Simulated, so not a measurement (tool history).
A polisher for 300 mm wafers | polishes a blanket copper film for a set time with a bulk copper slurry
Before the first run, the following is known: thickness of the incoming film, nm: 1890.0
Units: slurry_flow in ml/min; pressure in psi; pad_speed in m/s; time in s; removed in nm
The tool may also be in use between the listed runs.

{"run": 1, "hour": 0.0, "slurry_flow": 230, "pressure": 2.0, "pad_speed": 0.98, "slurry_solids": 1.0, "time": 59, "removed": 368.22}
{"run": 2, "hour": 5.0, "slurry_flow": 230, "pressure": 2.0, "pad_speed": 0.76, "slurry_solids": 1.0, "time": 59, "removed": 279.76}
{"run": 3, "hour": 13.9, "slurry_flow": 230, "pressure": 2.0, "pad_speed": 0.76, "slurry_solids": 1.0, "time": 62, "removed": 295.7}
{"run": 4, "hour": 15.2, "slurry_flow": 230, "pressure": 1.9, "pad_speed": 0.76, "slurry_solids": 1.0, "time": 62, "removed": 284.37}
{"run": 5, "hour": 18.3, "slurry_flow": 230, "pressure": 1.9, "pad_speed": 0.64, "slurry_solids": 1.0, "time": 62, "removed": 244.08}
{"run": 6, "hour": 24.4, "slurry_flow": 200, "pressure": 1.9, "pad_speed": 0.64, "slurry_solids": 1.0, "time": 62, "removed": 236.9}

What will run 7 give?
{"run": 7, "hour": 25.8, "slurry_flow": 195, "pressure": 1.8, "pad_speed": 0.64, "slurry_solids": 1.0, "time": 62, "removed": "?"}

Run 7 measured removed 229.23 nm.
